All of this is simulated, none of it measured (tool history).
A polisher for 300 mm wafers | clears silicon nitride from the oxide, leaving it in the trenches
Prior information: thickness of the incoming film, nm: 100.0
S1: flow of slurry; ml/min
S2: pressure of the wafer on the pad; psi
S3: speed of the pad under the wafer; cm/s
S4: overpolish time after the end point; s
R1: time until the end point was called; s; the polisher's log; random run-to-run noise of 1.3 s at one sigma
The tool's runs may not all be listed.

Run 1, day 0: S1 245 ml/min, S2 3.4 psi, S3 126 cm/s, S4 14 s. Result: R1 59.825 s.
Run 2, day 0.025: S1 245 ml/min, S2 2.9 psi, S3 124 cm/s, S4 14 s. Result: R1 73.978 s.
Run 3, day 0.292: S1 245 ml/min, S2 2.7 psi, S3 124 cm/s, S4 14 s. Result: R1 75.265 s.
Run 4, day 0.546: S1 245 ml/min, S2 2.7 psi, S3 146 cm/s, S4 14 s. Result: R1 65.376 s.
Run 5, day 0.617: S1 245 ml/min, S2 2.4 psi, S3 142 cm/s, S4 14 s. Result: R1 74.678 s.
Run 6, day 0.733: S1 245 ml/min, S2 2.2 psi, S3 140 cm/s, S4 14 s. Result: R1 82.104 s.

Run 7 is up next; what results do you expect?
Run 7, day 1.104: S1 245 ml/min, S2 2 psi, S3 140 cm/s, S4 14 s. Result: R1 ?.

{"run 7": {"R1": 90.475}}
